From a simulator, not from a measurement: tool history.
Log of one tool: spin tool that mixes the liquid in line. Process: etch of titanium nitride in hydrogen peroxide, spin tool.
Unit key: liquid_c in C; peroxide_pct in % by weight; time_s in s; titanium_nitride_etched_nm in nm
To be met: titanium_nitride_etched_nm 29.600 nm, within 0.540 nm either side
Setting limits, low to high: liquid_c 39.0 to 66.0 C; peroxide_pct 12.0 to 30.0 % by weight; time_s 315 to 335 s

run,day,liquid_c,peroxide_pct,time_s,titanium_nitride_etched_nm
1,0.000,55.0,20.5,315,16.209
2,0.042,56.5,20.5,315,17.894
3,0.367,58.0,20.5,315,19.921
4,0.471,59.0,20.5,315,21.215
5,0.671,52.0,20.5,315,13.025
6,0.758,52.0,18.0,315,12.768
7,1.025,54.5,18.0,315,15.134
8,1.275,54.5,18.0,315,15.152
9,1.550,56.5,18.0,315,17.432
10,1.696,58.0,18.0,315,19.250
11,1.754,59.0,18.0,315,20.738
12,2.050,60.0,18.0,315,22.166
13,2.262,61.0,18.0,315,23.719
14,2.508,61.5,18.0,315,24.451
15,2.542,62.0,18.0,315,25.276
16,2.642,62.5,18.0,315,26.158
17,2.779,63.0,18.0,315,27.295
18,3.117,63.5,18.0,315,27.975
19,3.188,64.0,18.0,315,29.015

Pick the move, out of 4, that brings all results within their allowed miss; only one does.
A,3.258,64.0,20.5,315,?
B,3.258,63.5,17.0,320,?
C,3.258,63.5,18.0,315,?
D,3.258,64.0,20.0,330,?

move,titanium_nitride_etched_nm
A,29.761
B,28.101
C,27.999
D,31.014
A: every result lands within tolerance
B: its largest miss is bigger than the last run's
C: its largest miss is bigger than the last run's
D: the result that was furthest off in the last run now lies on the other side of its target
A is the move that brings every result within its allowed miss.
